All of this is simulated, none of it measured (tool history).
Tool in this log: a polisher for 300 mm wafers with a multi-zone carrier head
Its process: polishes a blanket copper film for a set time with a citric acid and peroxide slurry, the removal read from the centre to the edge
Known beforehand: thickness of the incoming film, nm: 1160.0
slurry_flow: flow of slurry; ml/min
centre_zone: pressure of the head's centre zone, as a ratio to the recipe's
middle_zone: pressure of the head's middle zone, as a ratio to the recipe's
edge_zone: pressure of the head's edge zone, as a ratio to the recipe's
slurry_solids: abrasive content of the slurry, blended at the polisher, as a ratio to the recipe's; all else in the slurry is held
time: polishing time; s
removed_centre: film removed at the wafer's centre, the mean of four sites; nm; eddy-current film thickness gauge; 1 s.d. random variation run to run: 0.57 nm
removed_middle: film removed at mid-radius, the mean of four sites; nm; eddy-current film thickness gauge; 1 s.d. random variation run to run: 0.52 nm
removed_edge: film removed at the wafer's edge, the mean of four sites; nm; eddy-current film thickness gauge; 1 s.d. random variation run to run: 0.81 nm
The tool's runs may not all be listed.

{"run": 1, "hour": 0.0, "slurry_flow": 320, "centre_zone": 1.0, "middle_zone": 1.0, "edge_zone": 1.0, "slurry_solids": 1.0, "time": 38, "removed_centre": 70.152, "removed_middle": 67.24, "removed_edge": 66.255}
{"run": 2, "hour": 8.1, "slurry_flow": 320, "centre_zone": 1.0, "middle_zone": 1.0, "edge_zone": 0.93, "slurry_solids": 1.0, "time": 38, "removed_centre": 67.762, "removed_middle": 67.684, "removed_edge": 63.616}
{"run": 3, "hour": 11.2, "slurry_flow": 360, "centre_zone": 1.0, "middle_zone": 1.0, "edge_zone": 0.93, "slurry_solids": 1.0, "time": 38, "removed_centre": 69.302, "removed_middle": 69.184, "removed_edge": 64.146}
{"run": 4, "hour": 12.9, "slurry_flow": 360, "centre_zone": 1.01, "middle_zone": 0.98, "edge_zone": 0.92, "slurry_solids": 0.95, "time": 38, "removed_centre": 69.539, "removed_middle": 66.943, "removed_edge": 62.66}
{"run": 5, "hour": 16.1, "slurry_flow": 315, "centre_zone": 1.01, "middle_zone": 0.98, "edge_zone": 0.92, "slurry_solids": 0.95, "time": 38, "removed_centre": 67.773, "removed_middle": 65.663, "removed_edge": 63.846}
{"run": 6, "hour": 19.3, "slurry_flow": 335, "centre_zone": 1.02, "middle_zone": 0.97, "edge_zone": 0.91, "slurry_solids": 0.9, "time": 38, "removed_centre": 68.098, "removed_middle": 65.716, "removed_edge": 62.328}
{"run": 7, "hour": 19.9, "slurry_flow": 325, "centre_zone": 1.05, "middle_zone": 0.87, "edge_zone": 0.84, "slurry_solids": 0.65, "time": 37, "removed_centre": 62.976, "removed_middle": 53.096, "removed_edge": 53.122}
{"run": 8, "hour": 20.7, "slurry_flow": 330, "centre_zone": 1.05, "middle_zone": 0.88, "edge_zone": 0.84, "slurry_solids": 0.65, "time": 37, "removed_centre": 62.64, "removed_middle": 53.854, "removed_edge": 54.381}

The next listed run, before its measurement:
{"run": 9, "hour": 25.9, "slurry_flow": 335, "centre_zone": 1.05, "middle_zone": 0.88, "edge_zone": 0.84, "slurry_solids": 0.65, "time": 37, "removed_centre": "?", "removed_middle": "?", "removed_edge": "?"}

{"run 9": {"removed_centre": 62.803, "removed_middle": 53.609, "removed_edge": 53.102}}

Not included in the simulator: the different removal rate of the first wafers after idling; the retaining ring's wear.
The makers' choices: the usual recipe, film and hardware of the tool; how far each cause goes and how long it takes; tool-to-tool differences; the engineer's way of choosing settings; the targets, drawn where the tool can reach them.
